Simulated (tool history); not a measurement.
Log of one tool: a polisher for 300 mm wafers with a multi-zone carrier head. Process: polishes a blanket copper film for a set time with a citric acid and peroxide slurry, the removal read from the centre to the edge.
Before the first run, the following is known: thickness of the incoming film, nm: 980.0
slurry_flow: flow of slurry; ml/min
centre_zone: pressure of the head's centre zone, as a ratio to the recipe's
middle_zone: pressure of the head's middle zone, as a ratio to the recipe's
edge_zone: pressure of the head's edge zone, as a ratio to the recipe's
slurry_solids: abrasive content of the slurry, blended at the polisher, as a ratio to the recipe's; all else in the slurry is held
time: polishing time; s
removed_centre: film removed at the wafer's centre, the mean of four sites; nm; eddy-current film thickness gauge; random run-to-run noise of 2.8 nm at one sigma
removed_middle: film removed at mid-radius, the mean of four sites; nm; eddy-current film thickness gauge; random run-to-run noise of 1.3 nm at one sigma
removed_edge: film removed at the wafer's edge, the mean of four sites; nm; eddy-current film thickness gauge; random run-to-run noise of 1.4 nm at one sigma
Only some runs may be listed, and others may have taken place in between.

| run | hour | slurry_flow | centre_zone | middle_zone | edge_zone | slurry_solids | time | removed_centre | removed_middle | removed_edge |
|---|---|---|---|---|---|---|---|---|---|---|
| 1 | 0 | 305 | 1 | 1 | 1 | 1 | 88 | 210.99 | 208.45 | 207.36 |
| 2 | 1.3 | 300 | 1 | 0.99 | 0.98 | 1 | 88 | 207.93 | 202.9 | 206.43 |
| 3 | 6.6 | 300 | 1 | 0.99 | 0.98 | 1.1 | 88 | 210.46 | 208.45 | 210.69 |
| 4 | 15.6 | 240 | 1 | 0.99 | 0.98 | 1.1 | 88 | 195.53 | 200.69 | 205.71 |
| 5 | 17.6 | 240 | 1.01 | 0.99 | 0.96 | 1.1 | 88 | 205.22 | 202.09 | 200.11 |
| 6 | 26.5 | 240 | 1.06 | 0.99 | 0.96 | 1.1 | 88 | 211.08 | 200.98 | 201.76 |
| 7 | 28.7 | 235 | 1.06 | 0.99 | 0.95 | 1.1 | 88 | 215.41 | 202.09 | 201.13 |
| 8 | 31 | 230 | 1.05 | 0.99 | 0.94 | 1.1 | 88 | 205.28 | 199.54 | 201.49 |
| 9 | 36.3 | 230 | 1.06 | 1 | 0.93 | 1.05 | 88 | 203.73 | 199.59 | 200.02 |
| 10 | 41.1 | 230 | 1.06 | 1 | 0.93 | 1.05 | 88 | 208.58 | 199.15 | 197.66 |

Expected results for the next run?
| 11 | 43.9 | 230 | 1.06 | 1 | 0.93 | 1.05 | 88 | ? | ? | ? |

{"run 11": {"removed_centre": 203.14, "removed_middle": 200.41, "removed_edge": 200.14}}
